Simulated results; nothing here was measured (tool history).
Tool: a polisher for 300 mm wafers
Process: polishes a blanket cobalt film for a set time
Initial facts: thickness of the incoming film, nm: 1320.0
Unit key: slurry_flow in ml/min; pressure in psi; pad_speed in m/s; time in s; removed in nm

{"run": 1, "day": 0.0, "slurry_flow": 225, "pressure": 1.6, "pad_speed": 0.84, "time": 56, "removed": 177.8}
{"run": 2, "day": 0.233, "slurry_flow": 225, "pressure": 1.6, "pad_speed": 0.84, "time": 50, "removed": 158.76}
{"run": 3, "day": 0.283, "slurry_flow": 225, "pressure": 1.6, "pad_speed": 0.84, "time": 50, "removed": 158.44}
{"run": 4, "day": 0.346, "slurry_flow": 225, "pressure": 1.6, "pad_speed": 0.96, "time": 50, "removed": 175.71}
{"run": 5, "day": 0.658, "slurry_flow": 225, "pressure": 1.3, "pad_speed": 0.96, "time": 50, "removed": 143.71}
{"run": 6, "day": 0.9, "slurry_flow": 225, "pressure": 1.3, "pad_speed": 0.96, "time": 50, "removed": 145.19}
{"run": 7, "day": 1.117, "slurry_flow": 220, "pressure": 1.2, "pad_speed": 0.96, "time": 50, "removed": 133.24}
{"run": 8, "day": 1.317, "slurry_flow": 210, "pressure": 1.2, "pad_speed": 0.96, "time": 50, "removed": 130.4}
{"run": 9, "day": 1.633, "slurry_flow": 200, "pressure": 1.2, "pad_speed": 0.96, "time": 50, "removed": 130.72}
{"run": 10, "day": 1.679, "slurry_flow": 190, "pressure": 1.2, "pad_speed": 0.96, "time": 50, "removed": 131.01}
{"run": 11, "day": 1.95, "slurry_flow": 185, "pressure": 1.2, "pad_speed": 0.96, "time": 50, "removed": 128.83}
{"run": 12, "day": 2.158, "slurry_flow": 180, "pressure": 1.2, "pad_speed": 0.96, "time": 50, "removed": 131}
{"run": 13, "day": 2.354, "slurry_flow": 175, "pressure": 1.1, "pad_speed": 0.96, "time": 50, "removed": 117.86}
{"run": 14, "day": 2.725, "slurry_flow": 185, "pressure": 1.1, "pad_speed": 0.96, "time": 50, "removed": 119.12}
{"run": 15, "day": 3.017, "slurry_flow": 220, "pressure": 1.2, "pad_speed": 0.96, "time": 50, "removed": 133.18}

Run 16 is up next; what results do you expect?
{"run": 16, "day": 3.092, "slurry_flow": 205, "pressure": 1.2, "pad_speed": 0.96, "time": 50, "removed": "?"}

removed: 132.77 nm
